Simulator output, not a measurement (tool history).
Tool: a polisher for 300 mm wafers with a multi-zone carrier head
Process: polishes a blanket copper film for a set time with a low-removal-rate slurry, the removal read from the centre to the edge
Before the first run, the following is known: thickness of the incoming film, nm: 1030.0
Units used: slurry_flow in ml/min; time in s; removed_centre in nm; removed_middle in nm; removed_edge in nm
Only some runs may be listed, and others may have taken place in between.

| run | hour | slurry_flow | centre_zone | middle_zone | edge_zone | slurry_solids | time | removed_centre | removed_middle | removed_edge |
|---|---|---|---|---|---|---|---|---|---|---|
| 1 | 0 | 265 | 1 | 1 | 1 | 1 | 56 | 100.35 | 99.149 | 101.85 |
| 2 | 8.1 | 275 | 1.02 | 1.02 | 1.04 | 1.1 | 56 | 104.57 | 104.31 | 103.15 |
| 3 | 12.1 | 275 | 1.02 | 1.02 | 1.04 | 1.1 | 50 | 93.371 | 92.523 | 93.271 |
| 4 | 20.2 | 275 | 1.02 | 1.02 | 1.04 | 1.1 | 41 | 76.955 | 76.502 | 74.359 |
| 5 | 27.3 | 270 | 1.02 | 1.02 | 1.06 | 1.2 | 46 | 88.361 | 85.777 | 86.518 |
| 6 | 35.3 | 270 | 1.02 | 1.02 | 1.06 | 1.2 | 53 | 100.11 | 99.37 | 100.02 |
| 7 | 41.8 | 270 | 1.02 | 1.02 | 1.07 | 1.3 | 55 | 106.54 | 105.5 | 104.56 |
| 8 | 47.9 | 270 | 1.02 | 1.02 | 1.09 | 1.35 | 56 | 108.49 | 106.97 | 111.41 |

For run 9, what comes out?
| 9 | 50.5 | 280 | 1.03 | 1.03 | 1.11 | 1.4 | 56 | ? | ? | ? |

removed_centre: 112.37 nm
removed_middle: 109.42 nm
removed_edge: 112.78 nm

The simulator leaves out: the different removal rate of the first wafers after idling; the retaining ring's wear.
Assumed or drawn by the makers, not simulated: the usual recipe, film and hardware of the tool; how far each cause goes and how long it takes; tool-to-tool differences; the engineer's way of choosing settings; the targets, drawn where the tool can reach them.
